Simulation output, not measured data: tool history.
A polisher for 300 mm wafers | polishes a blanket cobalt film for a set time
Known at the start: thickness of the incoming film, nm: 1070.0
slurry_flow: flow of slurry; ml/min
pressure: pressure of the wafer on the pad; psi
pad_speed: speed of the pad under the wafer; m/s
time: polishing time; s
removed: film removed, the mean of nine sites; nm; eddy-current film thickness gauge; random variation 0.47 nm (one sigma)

run 1 day=0 | slurry_flow=275 pressure=2.1 pad_speed=0.76 time=46 | removed=148.09
run 2 day=0.2 | slurry_flow=275 pressure=2.4 pad_speed=0.76 time=46 | removed=168.85
run 3 day=0.512 | slurry_flow=275 pressure=2.2 pad_speed=0.72 time=46 | removed=147.78
run 4 day=0.846 | slurry_flow=275 pressure=2.2 pad_speed=0.72 time=46 | removed=148.83
run 5 day=0.996 | slurry_flow=275 pressure=2 pad_speed=0.68 time=46 | removed=129.36
run 6 day=1.175 | slurry_flow=275 pressure=1.8 pad_speed=0.64 time=46 | removed=111.4

Run 7 comes next. What will it give?
run 7 day=1.338 | slurry_flow=275 pressure=1.7 pad_speed=0.62 time=46 | removed=?

Run 7 gave removed 100.75 nm.

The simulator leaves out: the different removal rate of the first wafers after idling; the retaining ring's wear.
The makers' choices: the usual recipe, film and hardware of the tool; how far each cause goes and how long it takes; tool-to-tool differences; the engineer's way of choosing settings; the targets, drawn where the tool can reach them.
